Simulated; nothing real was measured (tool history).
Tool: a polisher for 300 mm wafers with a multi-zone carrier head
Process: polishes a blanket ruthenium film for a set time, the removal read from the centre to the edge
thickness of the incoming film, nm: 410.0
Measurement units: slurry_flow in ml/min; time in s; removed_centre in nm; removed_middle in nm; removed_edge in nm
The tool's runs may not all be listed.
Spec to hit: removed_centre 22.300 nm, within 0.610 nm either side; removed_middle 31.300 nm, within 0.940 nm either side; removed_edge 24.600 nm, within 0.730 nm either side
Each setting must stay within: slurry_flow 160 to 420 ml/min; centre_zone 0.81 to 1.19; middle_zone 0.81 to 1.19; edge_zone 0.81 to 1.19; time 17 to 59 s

run	hour	slurry_flow	centre_zone	middle_zone	edge_zone	time	removed_centre	removed_middle	removed_edge
1	0.0	270	1.00	1.00	1.00	38	33.281	37.812	34.641
2	5.4	270	1.08	1.00	1.00	38	35.530	36.962	34.988
3	13.9	255	0.99	1.01	0.95	35	30.571	33.888	31.431
4	19.8	290	0.99	1.01	0.95	35	30.804	34.775	31.507
5	28.7	290	0.99	1.01	0.95	31	27.040	30.971	28.243
# hour 36.8: centre zone pressure recalibrated
6	36.8	300	0.94	1.05	0.92	30	26.572	31.191	26.981
7	39.8	310	0.89	1.09	0.95	28	23.439	30.274	25.008
8	47.7	310	0.87	1.11	0.96	28	23.053	30.614	25.608

Exercise: of the 5 proposed moves below, exactly one satisfies all targets within the stated allowed misses. Which move is it?
A	55.6	310	0.82	1.13	0.99	28	?	?	?
B	55.6	375	0.82	1.12	1.07	28	?	?	?
C	55.6	300	0.88	1.07	0.89	29	?	?	?
D	55.6	350	0.88	1.06	0.86	28	?	?	?
E	55.6	315	0.85	1.14	0.89	28	?	?	?

move	removed_centre	removed_middle	removed_edge
A	21.643	30.773	25.841
B	22.040	31.047	27.192
C	23.977	30.315	25.420
D	23.512	29.451	24.432
E	22.482	31.054	24.610
A: misses by more than the last run did
B: misses by more than the last run did
C: misses by more than the last run did
D: the furthest-off result lands on target, but another misses its tolerance
E: every result lands within tolerance
Move E is the one to make.

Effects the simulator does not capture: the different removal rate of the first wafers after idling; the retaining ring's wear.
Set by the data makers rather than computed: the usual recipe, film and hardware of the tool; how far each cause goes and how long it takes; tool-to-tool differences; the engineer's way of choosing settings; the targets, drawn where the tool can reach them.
